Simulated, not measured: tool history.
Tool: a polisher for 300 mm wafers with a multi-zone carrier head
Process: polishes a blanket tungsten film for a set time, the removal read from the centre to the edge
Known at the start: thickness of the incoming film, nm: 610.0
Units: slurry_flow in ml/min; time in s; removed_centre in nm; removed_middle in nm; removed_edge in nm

{"run": 1, "day": 0.0, "slurry_flow": 195, "centre_zone": 1, "middle_zone": 1, "edge_zone": 1, "slurry_solids": 1, "time": 34, "removed_centre": 206.9, "removed_middle": 204.77, "removed_edge": 206.32}
{"run": 2, "day": 0.188, "slurry_flow": 190, "centre_zone": 1, "middle_zone": 0.98, "edge_zone": 0.99, "slurry_solids": 0.95, "time": 34, "removed_centre": 207.53, "removed_middle": 198.63, "removed_edge": 201.03}
{"run": 3, "day": 0.342, "slurry_flow": 190, "centre_zone": 1, "middle_zone": 0.98, "edge_zone": 0.99, "slurry_solids": 0.95, "time": 40, "removed_centre": 238.81, "removed_middle": 232.18, "removed_edge": 232.69}
{"run": 4, "day": 0.608, "slurry_flow": 190, "centre_zone": 0.93, "middle_zone": 0.98, "edge_zone": 0.99, "slurry_solids": 0.95, "time": 40, "removed_centre": 229.21, "removed_middle": 236.86, "removed_edge": 235.44}
{"run": 5, "day": 0.729, "slurry_flow": 190, "centre_zone": 0.93, "middle_zone": 1.01, "edge_zone": 0.99, "slurry_solids": 0.95, "time": 40, "removed_centre": 230.37, "removed_middle": 241.53, "removed_edge": 234.65}
{"run": 6, "day": 0.788, "slurry_flow": 185, "centre_zone": 0.94, "middle_zone": 0.98, "edge_zone": 0.98, "slurry_solids": 0.9, "time": 39, "removed_centre": 217.15, "removed_middle": 223.41, "removed_edge": 223.34}
{"run": 7, "day": 0.992, "slurry_flow": 180, "centre_zone": 0.96, "middle_zone": 0.96, "edge_zone": 0.97, "slurry_solids": 0.85, "time": 39, "removed_centre": 211.51, "removed_middle": 218.88, "removed_edge": 218.05}
{"run": 8, "day": 1.038, "slurry_flow": 215, "centre_zone": 1.06, "middle_zone": 0.86, "edge_zone": 1.06, "slurry_solids": 0.65, "time": 29, "removed_centre": 170.42, "removed_middle": 139.5, "removed_edge": 162.7}

The next listed run, before its measurement:
{"run": 9, "day": 1.092, "slurry_flow": 220, "centre_zone": 1.06, "middle_zone": 0.87, "edge_zone": 1.06, "slurry_solids": 0.65, "time": 29, "removed_centre": "?", "removed_middle": "?", "removed_edge": "?"}

{"run 9": {"removed_centre": 168.8, "removed_middle": 138.91, "removed_edge": 161.38}}

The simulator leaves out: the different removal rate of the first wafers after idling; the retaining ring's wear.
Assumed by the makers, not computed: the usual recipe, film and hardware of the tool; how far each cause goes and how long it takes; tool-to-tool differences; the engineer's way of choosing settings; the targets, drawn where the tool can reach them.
